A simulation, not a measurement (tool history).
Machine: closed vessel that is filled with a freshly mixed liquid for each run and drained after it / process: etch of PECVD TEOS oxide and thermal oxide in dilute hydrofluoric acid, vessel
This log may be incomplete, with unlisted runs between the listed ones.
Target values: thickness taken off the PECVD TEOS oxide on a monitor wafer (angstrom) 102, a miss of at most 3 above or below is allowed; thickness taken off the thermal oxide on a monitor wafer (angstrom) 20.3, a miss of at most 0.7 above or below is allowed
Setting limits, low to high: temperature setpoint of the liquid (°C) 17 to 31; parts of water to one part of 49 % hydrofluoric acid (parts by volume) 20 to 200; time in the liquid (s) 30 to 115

| run | hour | temperature setpoint of the liquid (°C) | parts of water to one part of 49 % hydrofluoric acid (parts by volume) | time in the liquid (s) | thickness taken off the PECVD TEOS oxide on a monitor wafer (angstrom) | thickness taken off the thermal oxide on a monitor wafer (angstrom) |
|---|---|---|---|---|---|---|
| 1 | 0 | 23 | 110 | 60 | 124.9 | 24.513 |
| 2 | 0.8 | 22 | 110 | 60 | 116.78 | 23.335 |
| 3 | 5 | 21.5 | 110 | 60 | 115.91 | 22.95 |
| 4 | 9.2 | 21.5 | 85 | 60 | 152.91 | 29.846 |
| 5 | 17.8 | 20.5 | 90 | 60 | 140.84 | 27.235 |
| 6 | 21.7 | 20.5 | 90 | 75 | 173.61 | 34.231 |
| 7 | 28.1 | 19.5 | 100 | 75 | 150.48 | 29.432 |
| 8 | 31.5 | 19 | 105 | 75 | 138.09 | 27.407 |
| 9 | 40.1 | 18.5 | 110 | 75 | 126.67 | 25.422 |
| 10 | 42 | 18 | 115 | 75 | 119.49 | 23.712 |
| 11 | 44.8 | 17.5 | 120 | 75 | 112.26 | 21.753 |
| 12 | 49.5 | 17.5 | 125 | 75 | 105.9 | 21.109 |

5 next moves are on the table. One of them brings every result within its allowed miss. Which?
| A | 54.2 | 17 | 150 | 90 | ? | ? |
| B | 54.2 | 17 | 110 | 60 | ? | ? |
| C | 54.2 | 18 | 155 | 85 | ? | ? |
| D | 54.2 | 18 | 165 | 105 | ? | ? |
| E | 54.2 | 22.5 | 185 | 100 | ? | ? |

| move | thickness taken off the PECVD TEOS oxide on a monitor wafer (angstrom) | thickness taken off the thermal oxide on a monitor wafer (angstrom) |
|---|---|---|
| A | 99.484 | 19.978 |
| B | 94.402 | 18.957 |
| C | 94.178 | 18.912 |
| D | 108.14 | 21.716 |
| E | 106.98 | 21.483 |
A: all results in spec
B: takes the result that was furthest off past its target
C: takes the result that was furthest off past its target
D: misses by more than the last run did
E: misses by more than the last run did
Correct choice: A, which meets every target
